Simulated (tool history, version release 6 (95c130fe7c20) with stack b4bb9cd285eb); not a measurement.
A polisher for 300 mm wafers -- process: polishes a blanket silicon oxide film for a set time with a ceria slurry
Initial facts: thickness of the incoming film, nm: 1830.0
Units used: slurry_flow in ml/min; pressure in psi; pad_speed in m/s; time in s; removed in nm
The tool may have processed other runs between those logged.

run    day  slurry_flow  pressure  pad_speed  time  removed
  1      0          215       3.1        1.1    75   301.27
  2  0.375          215       3.1        1.1    78    318.3
  3  0.679          215       3.1        1.1    78   315.05
  4  0.762          190       3.1        1.1    78   313.65
  5    0.8          190       3.1        1.1    78   308.05
  6  1.162          190       3.1       1.26    78    358.7
  7  1.404          185       2.6       1.26    78   297.89
  8    1.5          180       2.3       1.26    78   264.88
  9  1.783          160       1.4       1.26    78   164.61

Predict the results of run 10:
 10  1.912          190       1.4       1.26    78        ?

Logged for run 10: removed 166.12 nm.
